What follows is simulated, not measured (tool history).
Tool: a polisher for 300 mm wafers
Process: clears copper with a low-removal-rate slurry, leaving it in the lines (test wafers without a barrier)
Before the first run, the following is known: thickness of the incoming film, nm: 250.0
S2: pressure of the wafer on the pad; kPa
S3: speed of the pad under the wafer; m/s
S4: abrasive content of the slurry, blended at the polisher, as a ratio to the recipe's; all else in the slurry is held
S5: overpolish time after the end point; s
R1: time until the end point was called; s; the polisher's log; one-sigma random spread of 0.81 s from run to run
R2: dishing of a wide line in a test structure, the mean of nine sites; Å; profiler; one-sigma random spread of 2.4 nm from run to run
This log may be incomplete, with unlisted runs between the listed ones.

{"run": 1, "hour": 0.0, "flow of slurry (ml/min)": 225, "S2": 15.9, "S3": 1.4, "S4": 1.0, "S5": 29, "R1": 71.399, "R2": 717.31}
{"run": 2, "hour": 6.7, "flow of slurry (ml/min)": 175, "S2": 15.9, "S3": 1.4, "S4": 1.0, "S5": 29, "R1": 74.07, "R2": 687.15}
{"run": 3, "hour": 15.4, "flow of slurry (ml/min)": 175, "S2": 17.2, "S3": 1.42, "S4": 1.0, "S5": 29, "R1": 66.874, "R2": 736.84}
{"run": 4, "hour": 18.6, "flow of slurry (ml/min)": 175, "S2": 18.6, "S3": 1.44, "S4": 1.0, "S5": 30, "R1": 61.06, "R2": 801.18}
{"run": 5, "hour": 23.6, "flow of slurry (ml/min)": 175, "S2": 19.3, "S3": 1.46, "S4": 1.0, "S5": 31, "R1": 59.166, "R2": 884.94}
{"run": 6, "hour": 28.0, "flow of slurry (ml/min)": 175, "S2": 20.0, "S3": 1.48, "S4": 1.0, "S5": 31, "R1": 55.983, "R2": 923.53}

What does the tool deliver on the next run?
{"run": 7, "hour": 35.8, "flow of slurry (ml/min)": 175, "S2": 20.7, "S3": 1.48, "S4": 1.0, "S5": 31, "R1": "?", "R2": "?"}

R1: 53.565 s
R2: 932.27 Å
